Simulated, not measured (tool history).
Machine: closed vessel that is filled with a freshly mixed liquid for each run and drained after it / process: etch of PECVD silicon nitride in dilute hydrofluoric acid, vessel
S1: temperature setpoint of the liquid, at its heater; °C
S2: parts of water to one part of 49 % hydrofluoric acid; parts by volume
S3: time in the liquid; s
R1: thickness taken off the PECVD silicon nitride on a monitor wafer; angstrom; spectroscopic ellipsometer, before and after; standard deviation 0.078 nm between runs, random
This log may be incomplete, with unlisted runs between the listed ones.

Run 1, day 0.000: S1 21.0 °C, S2 70 parts by volume, S3 260 s. Result: R1 97.304 angstrom.
Run 2, day 0.350: S1 19.5 °C, S2 70 parts by volume, S3 260 s. Result: R1 87.007 angstrom.
Run 3, day 0.746: S1 19.5 °C, S2 70 parts by volume, S3 180 s. Result: R1 59.948 angstrom.
Run 4, day 0.908: S1 21.0 °C, S2 70 parts by volume, S3 180 s. Result: R1 66.032 angstrom.
Run 5, day 1.254: S1 19.5 °C, S2 70 parts by volume, S3 180 s. Result: R1 60.546 angstrom.
Run 6, day 1.404: S1 19.5 °C, S2 70 parts by volume, S3 260 s. Result: R1 86.597 angstrom.

Estimate the outcome of run 7 from the log above:
Run 7, day 1.750: S1 21.5 °C, S2 70 parts by volume, S3 260 s. Result: R1 ?.

Logged for run 7: R1 99.452 angstrom.

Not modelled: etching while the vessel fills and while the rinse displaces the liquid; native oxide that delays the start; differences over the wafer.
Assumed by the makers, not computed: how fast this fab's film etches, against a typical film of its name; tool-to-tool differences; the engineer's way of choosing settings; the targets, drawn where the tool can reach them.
